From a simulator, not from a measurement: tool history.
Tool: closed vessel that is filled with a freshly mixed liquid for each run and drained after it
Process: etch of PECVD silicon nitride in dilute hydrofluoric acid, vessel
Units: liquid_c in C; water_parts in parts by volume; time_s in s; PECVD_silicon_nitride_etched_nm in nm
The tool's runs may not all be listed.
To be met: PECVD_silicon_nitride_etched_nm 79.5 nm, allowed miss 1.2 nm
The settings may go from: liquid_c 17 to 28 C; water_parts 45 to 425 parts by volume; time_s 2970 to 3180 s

run	day	liquid_c	water_parts	time_s	PECVD_silicon_nitride_etched_nm
1	0	20	235	2970	36.428
2	0.088	20	235	2970	36.399
3	0.254	20	235	2970	36.564
4	0.358	20	235	3180	38.858
5	0.571	22	220	3180	47.445
6	0.667	22	160	3180	64.749
7	1.033	23	160	3180	68.575
8	1.183	23.5	160	3180	70.887
9	1.429	25.5	160	3180	80.724

5 next moves are on the table. One of them brings every result within its allowed miss. Which?
A	1.675	25	160	3105	?
B	1.675	21.5	130	3170	?
C	1.675	25.5	165	3090	?
D	1.675	24.5	145	3035	?
E	1.675	25	155	3000	?

move	PECVD_silicon_nitride_etched_nm
A	76.765
B	76.594
C	76.48
D	80.128
E	76.546
A: takes the result that was furthest off past its target
B: takes the result that was furthest off past its target
C: takes the result that was furthest off past its target
D: meets every target
E: takes the result that was furthest off past its target
Answer: D
